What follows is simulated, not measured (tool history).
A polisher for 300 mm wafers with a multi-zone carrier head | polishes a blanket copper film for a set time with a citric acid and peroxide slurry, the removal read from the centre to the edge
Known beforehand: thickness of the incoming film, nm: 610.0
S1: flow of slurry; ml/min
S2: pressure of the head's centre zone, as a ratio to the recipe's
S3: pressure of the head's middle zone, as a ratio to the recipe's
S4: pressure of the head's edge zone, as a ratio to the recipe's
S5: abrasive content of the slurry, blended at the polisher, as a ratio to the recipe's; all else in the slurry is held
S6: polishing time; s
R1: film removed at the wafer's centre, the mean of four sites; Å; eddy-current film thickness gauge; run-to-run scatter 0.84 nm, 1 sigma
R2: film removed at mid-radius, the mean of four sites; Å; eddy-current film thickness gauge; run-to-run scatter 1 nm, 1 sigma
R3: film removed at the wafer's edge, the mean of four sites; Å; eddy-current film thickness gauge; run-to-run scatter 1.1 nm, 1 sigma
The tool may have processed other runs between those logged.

run	day	S1	S2	S3	S4	S5	S6	R1	R2	R3
1	0.000	130	1.00	1.00	1.00	1.00	31	875.96	876.93	872.01
2	0.225	140	1.01	0.98	1.04	1.00	31	877.13	878.32	900.18
3	0.388	115	1.01	0.98	1.04	1.00	31	838.01	841.83	868.97
4	0.417	125	1.03	0.95	1.06	1.05	31	874.30	837.33	887.80
5	0.675	125	1.03	0.92	1.06	1.05	31	879.89	796.84	904.03
6	1.012	135	1.03	0.91	1.07	1.10	31	908.79	819.94	908.53
7	1.200	140	1.03	0.89	1.09	1.15	31	928.78	813.33	942.83
8	1.500	175	1.04	0.89	1.16	1.20	31	967.64	860.13	1004.60
9	1.533	175	1.05	0.89	1.17	1.20	31	987.11	857.45	1001.80

Expected results for the next run?
10	1.679	175	1.05	0.88	1.17	1.20	31	?	?	?

{"run 10": {"R1": 981.99, "R2": 838.98, "R3": 988.18}}
